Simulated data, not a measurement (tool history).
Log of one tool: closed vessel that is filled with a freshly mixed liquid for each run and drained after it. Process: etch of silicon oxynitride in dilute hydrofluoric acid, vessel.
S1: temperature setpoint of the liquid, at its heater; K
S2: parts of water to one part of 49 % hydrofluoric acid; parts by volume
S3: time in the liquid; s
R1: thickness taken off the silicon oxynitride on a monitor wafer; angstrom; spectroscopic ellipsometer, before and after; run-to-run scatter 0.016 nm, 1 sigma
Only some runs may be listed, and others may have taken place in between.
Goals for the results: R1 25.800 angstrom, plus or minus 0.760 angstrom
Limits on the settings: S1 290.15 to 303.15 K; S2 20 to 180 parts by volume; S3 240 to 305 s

{"run": 1, "day": 0.0, "S1": 295.15, "S2": 100, "S3": 305, "R1": 41.551}
{"run": 2, "day": 0.092, "S1": 292.65, "S2": 100, "S3": 305, "R1": 36.825}
{"run": 3, "day": 0.392, "S1": 291.65, "S2": 105, "S3": 305, "R1": 33.383}
{"run": 4, "day": 0.496, "S1": 291.15, "S2": 110, "S3": 305, "R1": 30.986}
{"run": 5, "day": 0.879, "S1": 290.65, "S2": 115, "S3": 305, "R1": 28.782}
{"run": 6, "day": 1.117, "S1": 290.65, "S2": 90, "S3": 305, "R1": 37.184}
{"run": 7, "day": 1.338, "S1": 290.65, "S2": 100, "S3": 305, "R1": 33.784}
{"run": 8, "day": 1.546, "S1": 290.65, "S2": 110, "S3": 305, "R1": 30.052}
{"run": 9, "day": 1.6, "S1": 290.65, "S2": 115, "S3": 305, "R1": 28.7}
{"run": 10, "day": 1.942, "S1": 290.65, "S2": 120, "S3": 305, "R1": 27.313}
{"run": 11, "day": 1.992, "S1": 290.15, "S2": 120, "S3": 305, "R1": 26.79}

Consider the 5 candidate settings below. Which is the only one whose results all fall within their allowed miss of target?
{"run": "A", "day": 2.042, "S1": 290.65, "S2": 125, "S3": 300, "R1": "?"}
{"run": "B", "day": 2.042, "S1": 291.65, "S2": 110, "S3": 265, "R1": "?"}
{"run": "C", "day": 2.042, "S1": 290.15, "S2": 115, "S3": 300, "R1": "?"}
{"run": "D", "day": 2.042, "S1": 290.65, "S2": 110, "S3": 285, "R1": "?"}
{"run": "E", "day": 2.042, "S1": 290.65, "S2": 115, "S3": 300, "R1": "?"}

move=A R1=25.905
move=B R1=27.595
move=C R1=27.618
move=D R1=28.218
move=E R1=28.326
A: each result inside its tolerance
B: misses by more than the last run did
C: misses by more than the last run did
D: misses by more than the last run did
E: misses by more than the last run did
The move that meets every target is A.
